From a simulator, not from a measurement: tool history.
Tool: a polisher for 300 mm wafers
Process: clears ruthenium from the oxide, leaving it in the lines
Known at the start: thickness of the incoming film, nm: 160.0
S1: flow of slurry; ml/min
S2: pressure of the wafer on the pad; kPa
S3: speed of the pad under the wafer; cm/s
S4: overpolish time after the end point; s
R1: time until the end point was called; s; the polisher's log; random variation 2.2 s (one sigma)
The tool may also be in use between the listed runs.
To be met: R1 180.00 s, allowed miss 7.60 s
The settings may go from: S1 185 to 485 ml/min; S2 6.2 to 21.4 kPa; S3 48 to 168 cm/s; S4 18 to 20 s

run 1 day=0.000 | S1=310 S2=13.8 S3=108 S4=18 | R1=121.83
run 2 day=0.192 | S1=310 S2=12.4 S3=108 S4=18 | R1=128.57
run 3 day=0.262 | S1=310 S2=11.0 S3=106 S4=18 | R1=141.74
run 4 day=0.517 | S1=310 S2=11.0 S3=106 S4=18 | R1=142.39
run 5 day=0.892 | S1=310 S2=11.0 S3=106 S4=20 | R1=138.18
run 6 day=0.979 | S1=310 S2=9.7 S3=106 S4=20 | R1=153.52
run 7 day=1.258 | S1=310 S2=9.0 S3=106 S4=20 | R1=157.72
run 8 day=1.550 | S1=310 S2=8.3 S3=106 S4=20 | R1=168.16

Which of these 4 next moves meets every target?
run A day=1.842 | S1=245 S2=10.3 S3=86 S4=19 | R1=?
run B day=1.842 | S1=400 S2=6.2 S3=98 S4=19 | R1=?
run C day=1.842 | S1=255 S2=9.7 S3=102 S4=20 | R1=?
run D day=1.842 | S1=210 S2=7.6 S3=120 S4=18 | R1=?

move=A R1=181.00
move=B R1=199.00
move=C R1=161.61
move=D R1=162.90
A: meets every target
B: takes the result that was furthest off past its target
C: further off than the last run
D: further off than the last run
Answer: A

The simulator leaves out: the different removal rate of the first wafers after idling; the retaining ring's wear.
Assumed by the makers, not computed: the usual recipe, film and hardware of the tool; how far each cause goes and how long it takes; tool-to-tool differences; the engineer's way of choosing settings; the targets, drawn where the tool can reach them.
